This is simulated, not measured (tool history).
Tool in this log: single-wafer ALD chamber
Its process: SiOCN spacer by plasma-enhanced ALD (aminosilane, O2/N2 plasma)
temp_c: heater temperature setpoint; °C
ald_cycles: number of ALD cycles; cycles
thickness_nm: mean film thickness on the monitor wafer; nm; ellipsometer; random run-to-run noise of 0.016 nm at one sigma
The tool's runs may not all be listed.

Run 1, day 0: temp_c 410 °C, ald_cycles 40 cycles. Result: thickness_nm 2.3855 nm.
Run 2, day 0.225: temp_c 402 °C, ald_cycles 40 cycles. Result: thickness_nm 2.4148 nm.
Run 3, day 0.446: temp_c 402 °C, ald_cycles 42 cycles. Result: thickness_nm 2.5623 nm.
Run 4, day 0.612: temp_c 402 °C, ald_cycles 37 cycles. Result: thickness_nm 2.2513 nm.
Run 5, day 0.812: temp_c 411 °C, ald_cycles 37 cycles. Result: thickness_nm 2.1907 nm.
At day 0.938: thermocouple changed; heater temperature recalibrated.
Run 6, day 0.938: temp_c 411 °C, ald_cycles 42 cycles. Result: thickness_nm 2.4947 nm.
Run 7, day 1.038: temp_c 409 °C, ald_cycles 43 cycles. Result: thickness_nm 2.5832 nm.

What will run 8 give?
Run 8, day 1.375: temp_c 407 °C, ald_cycles 44 cycles. Result: thickness_nm ?.

thickness_nm: 2.6578 nm
